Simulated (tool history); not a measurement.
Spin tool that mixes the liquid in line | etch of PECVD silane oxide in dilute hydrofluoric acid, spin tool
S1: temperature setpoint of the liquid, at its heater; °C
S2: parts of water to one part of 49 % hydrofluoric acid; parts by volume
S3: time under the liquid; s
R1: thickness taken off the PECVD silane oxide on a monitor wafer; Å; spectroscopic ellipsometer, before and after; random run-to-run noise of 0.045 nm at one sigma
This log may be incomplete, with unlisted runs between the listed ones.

run 1 hour=0 | S1=24 S2=265 S3=30 | R1=22.842
run 2 hour=2 | S1=25 S2=235 S3=30 | R1=27.722
run 3 hour=6.8 | S1=26.5 S2=235 S3=30 | R1=29.127
run 4 hour=7.8 | S1=27.5 S2=210 S3=30 | R1=34.44
run 5 hour=11.4 | S1=27.5 S2=145 S3=30 | R1=54.351
run 6 hour=15.6 | S1=27.5 S2=230 S3=30 | R1=31.193
run 7 hour=17.5 | S1=28 S2=205 S3=30 | R1=36.418
run 8 hour=25.8 | S1=28.5 S2=185 S3=30 | R1=42.232
run 9 hour=31 | S1=29 S2=165 S3=30 | R1=49.116
run 10 hour=32.8 | S1=29.5 S2=150 S3=30 | R1=56.295
run 11 hour=39.1 | S1=30 S2=140 S3=30 | R1=62.144
run 12 hour=45.8 | S1=30.5 S2=130 S3=30 | R1=69.066
run 13 hour=52.7 | S1=30.5 S2=125 S3=30 | R1=72.017
run 14 hour=59.4 | S1=32 S2=55 S3=30 | R1=193.01
run 15 hour=64.9 | S1=32 S2=55 S3=30 | R1=192.17
run 16 hour=65.6 | S1=30 S2=55 S3=30 | R1=178.25
run 17 hour=72 | S1=30 S2=60 S3=30 | R1=162.09
run 18 hour=77.5 | S1=28.5 S2=65 S3=30 | R1=140.92
run 19 hour=80.7 | S1=27 S2=65 S3=30 | R1=132.34
run 20 hour=82.7 | S1=25.5 S2=65 S3=30 | R1=124.63
run 21 hour=89.7 | S1=24.5 S2=65 S3=30 | R1=119.69

Run 22, settings as shown, results not yet in. Your forecast:
run 22 hour=93.9 | S1=24 S2=65 S3=30 | R1=?

{"run 22": {"R1": 116.78}}
